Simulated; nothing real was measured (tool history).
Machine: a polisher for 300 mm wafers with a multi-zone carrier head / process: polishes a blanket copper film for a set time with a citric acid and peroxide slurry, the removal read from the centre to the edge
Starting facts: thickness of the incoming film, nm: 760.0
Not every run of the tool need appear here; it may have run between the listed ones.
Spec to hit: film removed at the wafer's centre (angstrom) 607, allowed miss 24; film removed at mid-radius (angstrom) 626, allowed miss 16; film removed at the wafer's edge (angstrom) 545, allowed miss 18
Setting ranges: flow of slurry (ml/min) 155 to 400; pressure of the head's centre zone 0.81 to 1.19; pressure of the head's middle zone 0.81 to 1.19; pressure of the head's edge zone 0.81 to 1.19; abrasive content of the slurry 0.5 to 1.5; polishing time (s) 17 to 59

run,hour,flow of slurry (ml/min),pressure of the head's centre zone,pressure of the head's middle zone,pressure of the head's edge zone,abrasive content of the slurry,polishing time (s),film removed at the wafer's centre (angstrom),film removed at mid-radius (angstrom),film removed at the wafer's edge (angstrom)
1,0,255,1,1,1,1,38,667.53,697.5,688.87
2,2.1,255,1,1,0.96,1,38,686.45,700.37,653.4
3,5.9,255,1,1,0.96,1,45,806.79,826.9,793.83
4,12.8,255,0.99,0.99,0.93,0.9,44,771.16,784.18,743.32
5,16.6,255,0.98,0.99,0.91,0.8,43,725.24,744.7,702.35
6,21.8,255,0.98,0.93,0.91,0.8,43,698.55,713.5,698.57
7,28.2,255,0.98,0.95,0.89,0.75,42,695.18,692.84,659.42
8,36.6,255,0.97,0.96,0.87,0.7,41,648.5,667,647.36
9,42.7,255,0.99,1,0.86,0.65,40,639.77,668.28,605.01
10,47.2,250,1,1,0.85,0.6,40,619.84,643.66,584.6
11,50.3,240,1.01,1.01,0.84,0.6,40,635.79,656.93,580.23
12,57.1,235,1.01,1.01,0.83,0.6,40,654.17,658.24,582.14

Exactly one of the 5 candidate moves below puts every result within its allowed miss. Which one?
A,63.9,280,0.86,0.81,0.97,0.5,45,?,?,?
B,63.9,350,0.99,1.17,0.81,0.7,35,?,?,?
C,63.9,260,1.09,0.96,0.81,0.8,38,?,?,?
D,63.9,295,1.03,1.12,0.84,0.5,41,?,?,?
E,63.9,220,1.01,1.04,0.82,0.6,38,?,?,?

move,film removed at the wafer's centre (angstrom),film removed at mid-radius (angstrom),film removed at the wafer's edge (angstrom)
A,592.78,601.42,680.47
B,589.65,703.3,533.28
C,704.51,647.02,586.49
D,652.92,721.93,580.15
E,597.15,634.92,542.64
A: its largest miss is bigger than the last run's
B: brings the result that was furthest off to its target, and leaves another outside
C: its largest miss is bigger than the last run's
D: its largest miss is bigger than the last run's
E: all results in spec
So the answer is move E, the one that meets all the targets.
